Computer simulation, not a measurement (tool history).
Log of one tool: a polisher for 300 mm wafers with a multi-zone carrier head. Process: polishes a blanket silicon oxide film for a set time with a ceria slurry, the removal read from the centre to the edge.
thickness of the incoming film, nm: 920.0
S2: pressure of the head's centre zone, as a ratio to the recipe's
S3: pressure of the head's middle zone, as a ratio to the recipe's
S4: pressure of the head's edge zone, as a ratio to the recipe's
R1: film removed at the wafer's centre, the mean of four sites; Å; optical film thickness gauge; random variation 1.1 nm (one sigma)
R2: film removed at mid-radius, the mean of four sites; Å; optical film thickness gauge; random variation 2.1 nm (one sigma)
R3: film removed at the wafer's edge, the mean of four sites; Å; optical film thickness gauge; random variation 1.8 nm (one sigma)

Run 1, hour 0.0: flow of slurry (ml/min) 280, S2 1.00, S3 1.00, S4 1.00, polishing time (s) 41. Result: R1 1296.1 Å, R2 1264.0 Å, R3 1301.5 Å.
Run 2, hour 4.2: flow of slurry (ml/min) 280, S2 1.00, S3 1.04, S4 1.00, polishing time (s) 41. Result: R1 1299.4 Å, R2 1355.3 Å, R3 1292.2 Å.
Run 3, hour 9.1: flow of slurry (ml/min) 285, S2 1.00, S3 1.04, S4 1.02, polishing time (s) 42. Result: R1 1343.8 Å, R2 1344.7 Å, R3 1347.0 Å.
Run 4, hour 17.1: flow of slurry (ml/min) 225, S2 1.00, S3 1.04, S4 1.02, polishing time (s) 42. Result: R1 1300.2 Å, R2 1343.6 Å, R3 1314.3 Å.
Run 5, hour 18.8: flow of slurry (ml/min) 230, S2 1.00, S3 1.05, S4 1.04, polishing time (s) 42. Result: R1 1288.9 Å, R2 1340.7 Å, R3 1327.8 Å.
Run 6, hour 25.7: flow of slurry (ml/min) 240, S2 1.00, S3 1.06, S4 1.06, polishing time (s) 43. Result: R1 1332.6 Å, R2 1382.9 Å, R3 1388.9 Å.
Run 7, hour 30.4: flow of slurry (ml/min) 250, S2 1.00, S3 1.07, S4 1.07, polishing time (s) 43. Result: R1 1342.4 Å, R2 1384.3 Å, R3 1398.5 Å.
Run 8, hour 32.5: flow of slurry (ml/min) 250, S2 1.00, S3 1.07, S4 1.07, polishing time (s) 43. Result: R1 1332.7 Å, R2 1365.7 Å, R3 1393.7 Å.
Run 9, hour 33.7: flow of slurry (ml/min) 255, S2 1.00, S3 1.08, S4 1.08, polishing time (s) 44. Result: R1 1388.6 Å, R2 1417.1 Å, R3 1414.4 Å.
Run 10, hour 35.8: flow of slurry (ml/min) 250, S2 0.99, S3 1.08, S4 1.09, polishing time (s) 45. Result: R1 1392.0 Å, R2 1483.1 Å, R3 1496.2 Å.
Run 11, hour 42.7: flow of slurry (ml/min) 255, S2 0.99, S3 1.08, S4 1.09, polishing time (s) 45. Result: R1 1402.2 Å, R2 1469.5 Å, R3 1476.8 Å.
Run 12, hour 50.2: flow of slurry (ml/min) 255, S2 0.99, S3 1.08, S4 1.10, polishing time (s) 45. Result: R1 1391.4 Å, R2 1501.3 Å, R3 1496.2 Å.
Run 13, hour 52.6: flow of slurry (ml/min) 260, S2 0.99, S3 1.08, S4 1.11, polishing time (s) 45. Result: R1 1407.7 Å, R2 1478.7 Å, R3 1479.9 Å.
Run 14, hour 57.6: flow of slurry (ml/min) 260, S2 0.99, S3 1.08, S4 1.12, polishing time (s) 45. Result: R1 1409.5 Å, R2 1449.6 Å, R3 1516.9 Å.
Run 15, hour 64.9: flow of slurry (ml/min) 260, S2 0.99, S3 1.09, S4 1.12, polishing time (s) 45. Result: R1 1395.4 Å, R2 1479.6 Å, R3 1521.1 Å.
Run 16, hour 69.0: flow of slurry (ml/min) 265, S2 0.99, S3 1.09, S4 1.12, polishing time (s) 45. Result: R1 1392.8 Å, R2 1490.8 Å, R3 1522.7 Å.
Run 17, hour 77.5: flow of slurry (ml/min) 270, S2 0.99, S3 1.09, S4 1.12, polishing time (s) 45. Result: R1 1407.3 Å, R2 1478.6 Å, R3 1507.2 Å.

Forecast run 18:
Run 18, hour 84.2: flow of slurry (ml/min) 270, S2 0.99, S3 1.09, S4 1.13, polishing time (s) 45. Result: R1 ?, R2 ?, R3 ?.

Run 18 gave R1 1406.7 Å, R2 1506.3 Å, R3 1520.1 Å.
